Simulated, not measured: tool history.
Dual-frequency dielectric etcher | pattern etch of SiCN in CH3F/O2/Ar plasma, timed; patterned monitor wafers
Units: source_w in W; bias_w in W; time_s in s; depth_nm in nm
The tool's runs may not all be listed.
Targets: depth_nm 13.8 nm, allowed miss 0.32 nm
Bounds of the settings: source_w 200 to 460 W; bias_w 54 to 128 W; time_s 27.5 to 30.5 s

run	hour	source_w	bias_w	time_s	depth_nm
1	0	330	91	30.5	12.064
2	8.5	340	92	30.5	12.291
3	9.5	350	93	30.5	12.469
4	13.4	350	93	30.5	12.537
5	16.8	350	93	27.5	11.322
6	25.6	350	109	27.5	12.079
7	30.5	360	111	27.5	12.395
8	34.5	370	112	27.5	12.591
9	41.7	370	112	27.5	12.581

Which of these 5 next moves meets every target?
A	48.9	270	127	28.5	?
B	48.9	360	110	29	?
C	48.9	340	118	30.5	?
D	48.9	400	96	27.5	?
E	48.9	390	101	29.5	?

move	depth_nm
A	11.991
B	13.016
C	13.778
D	12.161
E	13.198
A: further off than the last run
B: nearer than the last run, and not there yet
C: meets every target
D: further off than the last run
E: nearer than the last run, and not there yet
The right move is C.
